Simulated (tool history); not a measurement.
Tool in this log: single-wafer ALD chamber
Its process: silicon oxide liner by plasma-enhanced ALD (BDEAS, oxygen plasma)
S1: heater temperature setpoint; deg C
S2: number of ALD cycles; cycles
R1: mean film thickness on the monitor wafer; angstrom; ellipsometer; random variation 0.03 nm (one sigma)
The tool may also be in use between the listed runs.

Run 1, hour 0: S1 320 deg C, S2 51 cycles. Result: R1 46.369 angstrom.
Run 2, hour 2.4: S1 329 deg C, S2 51 cycles. Result: R1 45.622 angstrom.
Run 3, hour 8.7: S1 329 deg C, S2 56 cycles. Result: R1 50.455 angstrom.
Run 4, hour 9.8: S1 335 deg C, S2 56 cycles. Result: R1 50.105 angstrom.
Run 5, hour 15.9: S1 342 deg C, S2 56 cycles. Result: R1 49.596 angstrom.
Run 6, hour 22.8: S1 332 deg C, S2 56 cycles. Result: R1 50.126 angstrom.
Run 7, hour 29.3: S1 332 deg C, S2 58 cycles. Result: R1 51.973 angstrom.

Run 8 is up next; what results do you expect?
Run 8, hour 34.1: S1 332 deg C, S2 60 cycles. Result: R1 ?.

Run 8 measured R1 53.532 angstrom.
